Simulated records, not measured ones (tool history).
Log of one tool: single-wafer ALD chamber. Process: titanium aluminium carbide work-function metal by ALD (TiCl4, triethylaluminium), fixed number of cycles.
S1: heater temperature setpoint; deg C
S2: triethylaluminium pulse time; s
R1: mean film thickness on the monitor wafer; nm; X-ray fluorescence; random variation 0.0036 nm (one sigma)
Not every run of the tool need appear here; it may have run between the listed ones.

Run 1, hour 0.0: S1 275 deg C, S2 15.46 s. Result: R1 1.7690 nm.
Run 2, hour 6.5: S1 268 deg C, S2 14.15 s. Result: R1 1.7153 nm.
Run 3, hour 15.5: S1 278 deg C, S2 14.15 s. Result: R1 1.7921 nm.
Run 4, hour 24.1: S1 278 deg C, S2 15.82 s. Result: R1 1.7911 nm.
Run 5, hour 26.4: S1 278 deg C, S2 19.04 s. Result: R1 1.8008 nm.
Run 6, hour 26.9: S1 278 deg C, S2 21.04 s. Result: R1 1.8105 nm.
Run 7, hour 31.0: S1 271 deg C, S2 17.44 s. Result: R1 1.7442 nm.
Run 8, hour 34.2: S1 266 deg C, S2 14.38 s. Result: R1 1.7009 nm.
Run 9, hour 37.5: S1 262 deg C, S2 11.97 s. Result: R1 1.6633 nm.
Run 10, hour 43.4: S1 259 deg C, S2 10.22 s. Result: R1 1.6182 nm.
Run 11, hour 47.2: S1 257 deg C, S2 9.97 s. Result: R1 1.5968 nm.

Run 12 has not been measured yet. What should we expect?
Run 12, hour 49.9: S1 256 deg C, S2 9.83 s. Result: R1 ?.

{"run 12": {"R1": 1.5948}}
